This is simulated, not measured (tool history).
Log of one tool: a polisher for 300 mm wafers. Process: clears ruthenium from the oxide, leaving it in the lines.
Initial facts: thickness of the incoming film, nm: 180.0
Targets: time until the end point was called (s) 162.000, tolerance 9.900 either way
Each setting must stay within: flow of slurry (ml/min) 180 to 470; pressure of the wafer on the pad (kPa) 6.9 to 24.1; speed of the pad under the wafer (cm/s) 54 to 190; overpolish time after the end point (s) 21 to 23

run,hour,flow of slurry (ml/min),pressure of the wafer on the pad (kPa),speed of the pad under the wafer (cm/s),overpolish time after the end point (s),time until the end point was called (s)
1,0.0,300,15.2,122,21,88.411
2,5.5,300,17.2,122,21,79.522
3,12.7,300,15.2,116,21,92.000
4,21.7,300,13.1,110,21,110.420
5,30.3,300,11.7,108,21,116.580
6,34.0,300,10.3,104,21,128.830
7,39.2,300,9.7,102,21,140.480
8,44.5,300,9.0,102,21,147.930

5 next moves are on the table. One of them brings every result within its allowed miss. Which?
A,49.8,375,9.0,110,21,?
B,49.8,310,8.3,114,21,?
C,49.8,295,7.6,108,21,?
D,49.8,305,8.3,90,21,?
E,49.8,290,6.9,94,21,?

move,time until the end point was called (s)
A,139.520
B,144.370
C,160.380
D,177.310
E,191.630
A: the biggest miss grows against the last run
B: the biggest miss grows against the last run
C: each result inside its tolerance
D: moves the result that the last run missed by most past its target, out the other side
E: moves the result that the last run missed by most past its target, out the other side
C is the move that brings every result within its allowed miss.
